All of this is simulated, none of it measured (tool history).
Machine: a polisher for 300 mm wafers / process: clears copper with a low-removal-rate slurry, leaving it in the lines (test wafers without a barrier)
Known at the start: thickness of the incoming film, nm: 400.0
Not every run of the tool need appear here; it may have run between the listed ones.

run  hour  flow of slurry (ml/min)  pressure of the wafer on the pad (psi)  speed of the pad under the wafer (m/s)  abrasive content of the slurry  overpolish time after the end point (s)  time until the end point was called (s)  dishing of a wide line in a test structure (nm)
  1   0.0                      125                                     3.1                                    1.12                             1.0                                       20                                   120.38                                           38.628
  2   4.2                      130                                     3.1                                    1.12                             1.0                                       17                                   119.32                                           33.347
  3   6.7                      130                                     3.6                                    1.12                             1.0                                       17                                   106.63                                           39.235
  4  10.0                      120                                     3.6                                    1.12                             1.0                                       17                                   108.77                                           37.936
  5  14.6                      125                                     3.5                                    1.14                             1.0                                       15                                   106.35                                           34.349
  6  18.5                      125                                     3.4                                    1.16                             1.0                                       14                                   107.19                                           32.560
  7  21.8                      130                                     3.3                                    1.16                             1.0                                        7                                   113.24                                           16.479
  8  28.6                      125                                     3.4                                    1.14                             1.0                                        8                                   111.33                                           19.332
  9  35.4                      120                                     3.5                                    1.14                             1.0                                        9                                   107.43                                           21.859
 10  36.8                      120                                     3.5                                    1.14                             1.0                                       10                                   108.04                                           22.932

Estimate the outcome of run 11 from the log above:
 11  44.5                      120                                     3.5                                    1.14                             1.0                                       13                                        ?                                                ?

{"run 11": {"time until the end point was called (s)": 107.06, "dishing of a wide line in a test structure (nm)": 29.82}}

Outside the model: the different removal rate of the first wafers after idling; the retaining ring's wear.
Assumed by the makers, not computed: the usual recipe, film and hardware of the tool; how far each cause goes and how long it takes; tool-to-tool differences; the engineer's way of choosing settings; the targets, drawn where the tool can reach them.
